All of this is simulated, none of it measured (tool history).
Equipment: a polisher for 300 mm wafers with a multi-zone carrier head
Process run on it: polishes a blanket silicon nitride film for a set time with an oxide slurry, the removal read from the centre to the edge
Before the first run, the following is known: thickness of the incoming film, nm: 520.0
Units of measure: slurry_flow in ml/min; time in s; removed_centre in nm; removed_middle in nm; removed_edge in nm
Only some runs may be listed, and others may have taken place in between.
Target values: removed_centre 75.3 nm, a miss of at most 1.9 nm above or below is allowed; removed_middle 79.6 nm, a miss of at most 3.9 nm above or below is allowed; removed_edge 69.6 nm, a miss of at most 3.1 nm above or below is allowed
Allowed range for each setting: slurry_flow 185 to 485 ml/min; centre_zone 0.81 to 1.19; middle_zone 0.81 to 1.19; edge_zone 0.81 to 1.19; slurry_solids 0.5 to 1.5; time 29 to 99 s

{"run": 1, "day": 0.0, "slurry_flow": 310, "centre_zone": 1, "middle_zone": 1, "edge_zone": 1, "slurry_solids": 1, "time": 64, "removed_centre": 50.044, "removed_middle": 52.508, "removed_edge": 49.395}
{"run": 2, "day": 0.375, "slurry_flow": 315, "centre_zone": 1.04, "middle_zone": 1.05, "edge_zone": 1.04, "slurry_solids": 1.15, "time": 65, "removed_centre": 56.187, "removed_middle": 57.99, "removed_edge": 55.391}
{"run": 3, "day": 0.529, "slurry_flow": 325, "centre_zone": 1.06, "middle_zone": 1.09, "edge_zone": 1.03, "slurry_solids": 1.25, "time": 67, "removed_centre": 61.516, "removed_middle": 66.341, "removed_edge": 58.112}
{"run": 4, "day": 0.742, "slurry_flow": 325, "centre_zone": 1.06, "middle_zone": 1.09, "edge_zone": 0.95, "slurry_solids": 1.25, "time": 67, "removed_centre": 61.508, "removed_middle": 64.638, "removed_edge": 55.33}
{"run": 5, "day": 0.917, "slurry_flow": 370, "centre_zone": 1.06, "middle_zone": 1.09, "edge_zone": 0.95, "slurry_solids": 1.25, "time": 67, "removed_centre": 61.529, "removed_middle": 65.737, "removed_edge": 56.469}
{"run": 6, "day": 1.196, "slurry_flow": 325, "centre_zone": 1.06, "middle_zone": 1.09, "edge_zone": 0.95, "slurry_solids": 1.25, "time": 67, "removed_centre": 60.559, "removed_middle": 63.77, "removed_edge": 55.72}
{"run": 7, "day": 1.471, "slurry_flow": 325, "centre_zone": 1.06, "middle_zone": 1.09, "edge_zone": 0.95, "slurry_solids": 1.25, "time": 67, "removed_centre": 61.314, "removed_middle": 63.417, "removed_edge": 55.884}
{"run": 8, "day": 1.546, "slurry_flow": 340, "centre_zone": 1.09, "middle_zone": 1.1, "edge_zone": 1, "slurry_solids": 1.35, "time": 67, "removed_centre": 64.78, "removed_middle": 67.154, "removed_edge": 60.634}
{"run": 9, "day": 1.896, "slurry_flow": 350, "centre_zone": 1.11, "middle_zone": 1.13, "edge_zone": 1.02, "slurry_solids": 1.4, "time": 68, "removed_centre": 68.595, "removed_middle": 69.946, "removed_edge": 62.506}
{"run": 10, "day": 2.254, "slurry_flow": 355, "centre_zone": 1.11, "middle_zone": 1.15, "edge_zone": 1.03, "slurry_solids": 1.45, "time": 69, "removed_centre": 69.538, "removed_middle": 73.733, "removed_edge": 63.729}
{"run": 11, "day": 2.421, "slurry_flow": 360, "centre_zone": 1.12, "middle_zone": 1.16, "edge_zone": 1.05, "slurry_solids": 1.45, "time": 70, "removed_centre": 72.028, "removed_middle": 77.517, "removed_edge": 67.55}
{"run": 12, "day": 2.533, "slurry_flow": 365, "centre_zone": 1.13, "middle_zone": 1.17, "edge_zone": 1.06, "slurry_solids": 1.45, "time": 70, "removed_centre": 72.8, "removed_middle": 77.67, "removed_edge": 66.925}
{"run": 13, "day": 2.671, "slurry_flow": 370, "centre_zone": 1.14, "middle_zone": 1.17, "edge_zone": 1.07, "slurry_solids": 1.45, "time": 70, "removed_centre": 73.352, "removed_middle": 76.528, "removed_edge": 67.041}
{"run": 14, "day": 2.842, "slurry_flow": 370, "centre_zone": 1.14, "middle_zone": 1.18, "edge_zone": 1.08, "slurry_solids": 1.45, "time": 70, "removed_centre": 73.049, "removed_middle": 77.56, "removed_edge": 67.883}

Pick the move, out of 5, that brings all results within their allowed miss; only one does.
{"run": "A", "day": 3.012, "slurry_flow": 405, "centre_zone": 1.05, "middle_zone": 1.09, "edge_zone": 0.94, "slurry_solids": 1.4, "time": 78, "removed_centre": "?", "removed_middle": "?", "removed_edge": "?"}
{"run": "B", "day": 3.012, "slurry_flow": 400, "centre_zone": 1.13, "middle_zone": 1.1, "edge_zone": 1.18, "slurry_solids": 1.4, "time": 70, "removed_centre": "?", "removed_middle": "?", "removed_edge": "?"}
{"run": "C", "day": 3.012, "slurry_flow": 375, "centre_zone": 1.01, "middle_zone": 1.08, "edge_zone": 1.19, "slurry_solids": 1.5, "time": 76, "removed_centre": "?", "removed_middle": "?", "removed_edge": "?"}
{"run": "D", "day": 3.012, "slurry_flow": 395, "centre_zone": 0.98, "middle_zone": 1.19, "edge_zone": 1.12, "slurry_solids": 1.5, "time": 79, "removed_centre": "?", "removed_middle": "?", "removed_edge": "?"}
{"run": "E", "day": 3.012, "slurry_flow": 415, "centre_zone": 1.07, "middle_zone": 1.07, "edge_zone": 1.11, "slurry_solids": 1.4, "time": 72, "removed_centre": "?", "removed_middle": "?", "removed_edge": "?"}

move=A removed_centre=75.793 removed_middle=78.746 removed_edge=70.246
move=B removed_centre=73.19 removed_middle=71.121 removed_edge=70.515
move=C removed_centre=72.473 removed_middle=77.713 removed_edge=78.653
move=D removed_centre=73.366 removed_middle=88.083 removed_edge=79.289
move=E removed_centre=71.398 removed_middle=71.617 removed_edge=70.415
A: hits every target within its allowed miss
B: lands further from the targets than the last run did
C: lands further from the targets than the last run did
D: lands further from the targets than the last run did
E: lands further from the targets than the last run did
Go with A: it meets all targets.

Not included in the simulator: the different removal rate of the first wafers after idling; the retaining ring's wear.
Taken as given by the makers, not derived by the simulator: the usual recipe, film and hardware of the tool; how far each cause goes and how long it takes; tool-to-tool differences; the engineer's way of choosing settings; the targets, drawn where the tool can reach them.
